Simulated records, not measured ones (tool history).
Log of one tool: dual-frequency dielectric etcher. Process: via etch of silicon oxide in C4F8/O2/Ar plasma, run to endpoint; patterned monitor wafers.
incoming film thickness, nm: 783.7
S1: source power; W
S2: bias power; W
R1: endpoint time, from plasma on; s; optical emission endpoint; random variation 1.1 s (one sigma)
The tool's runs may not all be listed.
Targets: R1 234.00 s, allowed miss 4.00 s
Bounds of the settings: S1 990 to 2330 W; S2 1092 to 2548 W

| run | hour | S1 | S2 | R1 |
|---|---|---|---|---|
| 1 | 0.0 | 1660 | 1820 | 183.34 |
| 2 | 0.9 | 1520 | 1713 | 196.11 |
| 3 | 2.6 | 1520 | 1985 | 188.99 |
| 4 | 10.6 | 1800 | 1985 | 173.73 |
| 5 | 16.0 | 1630 | 1885 | 184.54 |
| 6 | 21.8 | 1910 | 1885 | 171.79 |
| 7 | 26.3 | 1720 | 1781 | 182.33 |
| 8 | 34.6 | 1570 | 1708 | 193.08 |
| 9 | 41.4 | 1450 | 1663 | 201.84 |
| 10 | 42.8 | 1360 | 1639 | 208.97 |
| 11 | 43.9 | 1290 | 1629 | 216.62 |
| 12 | 48.7 | 1250 | 1624 | 222.04 |
| 13 | 55.2 | 1220 | 1621 | 224.28 |
| 14 | 60.5 | 1200 | 1618 | 224.77 |
| 15 | 67.9 | 1180 | 1615 | 228.39 |
| 16 | 70.4 | 1170 | 1613 | 229.35 |
| 17 | 77.2 | 1160 | 1612 | 231.06 |

5 next moves are on the table. One of them brings every result within its allowed miss. Which?
| A | 84.0 | 1220 | 1664 | ? |
| B | 84.0 | 1050 | 1939 | ? |
| C | 84.0 | 1170 | 1718 | ? |
| D | 84.0 | 1230 | 1377 | ? |
| E | 84.0 | 1180 | 1639 | ? |

| move | R1 |
|---|---|
| A | 222.90 |
| B | 228.74 |
| C | 225.30 |
| D | 236.23 |
| E | 227.87 |
A: further off than the last run
B: further off than the last run
C: further off than the last run
D: meets every target
E: further off than the last run
The right move is D.

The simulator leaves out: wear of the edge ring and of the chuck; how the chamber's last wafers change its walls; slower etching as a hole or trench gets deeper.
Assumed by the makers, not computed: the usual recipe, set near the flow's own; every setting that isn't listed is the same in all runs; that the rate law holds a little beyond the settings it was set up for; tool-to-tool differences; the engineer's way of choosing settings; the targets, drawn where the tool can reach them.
